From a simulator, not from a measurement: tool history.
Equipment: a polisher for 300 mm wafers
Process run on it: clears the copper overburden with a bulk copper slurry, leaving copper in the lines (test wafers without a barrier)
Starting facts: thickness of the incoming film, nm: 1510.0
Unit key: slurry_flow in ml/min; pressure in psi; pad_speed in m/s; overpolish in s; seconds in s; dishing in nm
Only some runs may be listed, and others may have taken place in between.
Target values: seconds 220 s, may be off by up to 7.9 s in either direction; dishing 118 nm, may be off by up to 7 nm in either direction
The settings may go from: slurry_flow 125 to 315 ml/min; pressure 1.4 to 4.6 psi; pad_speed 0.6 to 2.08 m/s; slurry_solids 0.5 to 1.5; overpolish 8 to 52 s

Run 1, hour 0: slurry_flow 205 ml/min, pressure 3 psi, pad_speed 1.34 m/s, slurry_solids 1, overpolish 26 s. Result: seconds 130.74 s, dishing 136.18 nm.
Run 2, hour 8.7: slurry_flow 205 ml/min, pressure 3 psi, pad_speed 1.04 m/s, slurry_solids 1, overpolish 26 s. Result: seconds 169.14 s, dishing 118.47 nm.
Run 3, hour 15.9: slurry_flow 205 ml/min, pressure 3.3 psi, pad_speed 1.04 m/s, slurry_solids 1, overpolish 26 s. Result: seconds 149.97 s, dishing 120.3 nm.
Run 4, hour 21.4: slurry_flow 205 ml/min, pressure 3.2 psi, pad_speed 1.04 m/s, slurry_solids 1, overpolish 27 s. Result: seconds 157.59 s, dishing 125.46 nm.
Run 5, hour 28.7: slurry_flow 205 ml/min, pressure 3.2 psi, pad_speed 1.04 m/s, slurry_solids 1.15, overpolish 27 s. Result: seconds 150.91 s, dishing 126.91 nm.
Run 6, hour 30.6: slurry_flow 205 ml/min, pressure 2.5 psi, pad_speed 1.04 m/s, slurry_solids 1.15, overpolish 27 s. Result: seconds 188.86 s, dishing 105.37 nm.
Run 7, hour 37.3: slurry_flow 205 ml/min, pressure 2.5 psi, pad_speed 1.04 m/s, slurry_solids 1.15, overpolish 28 s. Result: seconds 185.35 s, dishing 111.72 nm.
Run 8, hour 42.9: slurry_flow 205 ml/min, pressure 2.4 psi, pad_speed 1.04 m/s, slurry_solids 1.15, overpolish 29 s. Result: seconds 191.36 s, dishing 107.26 nm.
Run 9, hour 43.8: slurry_flow 195 ml/min, pressure 2 psi, pad_speed 0.98 m/s, slurry_solids 1.15, overpolish 42 s. Result: seconds 244.11 s, dishing 114.99 nm.
Run 10, hour 48.8: slurry_flow 200 ml/min, pressure 2 psi, pad_speed 0.98 m/s, slurry_solids 1.15, overpolish 42 s. Result: seconds 240.81 s, dishing 111.19 nm.
Run 11, hour 57.2: slurry_flow 210 ml/min, pressure 2.1 psi, pad_speed 0.98 m/s, slurry_solids 1.15, overpolish 42 s. Result: seconds 226.77 s, dishing 118.41 nm.
Run 12, hour 60.8: slurry_flow 215 ml/min, pressure 2.1 psi, pad_speed 0.98 m/s, slurry_solids 1.15, overpolish 41 s. Result: seconds 230.37 s, dishing 116 nm.

5 candidate next runs follow, results not yet known. Just one meets every target within its allowed miss. Identify it.
Run A, hour 64.4: slurry_flow 240 ml/min, pressure 1.8 psi, pad_speed 1.06 m/s, slurry_solids 1.05, overpolish 42 s. Result: seconds ?, dishing ?.
Run B, hour 64.4: slurry_flow 230 ml/min, pressure 2.4 psi, pad_speed 0.78 m/s, slurry_solids 1.05, overpolish 37 s. Result: seconds ?, dishing ?.
Run C, hour 64.4: slurry_flow 175 ml/min, pressure 2 psi, pad_speed 0.96 m/s, slurry_solids 1.25, overpolish 44 s. Result: seconds ?, dishing ?.
Run D, hour 64.4: slurry_flow 200 ml/min, pressure 2.6 psi, pad_speed 0.88 m/s, slurry_solids 1.05, overpolish 38 s. Result: seconds ?, dishing ?.
Run E, hour 64.4: slurry_flow 235 ml/min, pressure 1.8 psi, pad_speed 1 m/s, slurry_solids 1.4, overpolish 45 s. Result: seconds ?, dishing ?.

move  seconds  dishing
   A   246.84   107.82
   B   259.51    103.6
   C   242.93   113.69
   D    218.4   117.55
   E   240.45   112.71
A: lands further from the targets than the last run did
B: lands further from the targets than the last run did
C: lands further from the targets than the last run did
D: meets every target
E: lands further from the targets than the last run did
Correct choice: D, which meets every target
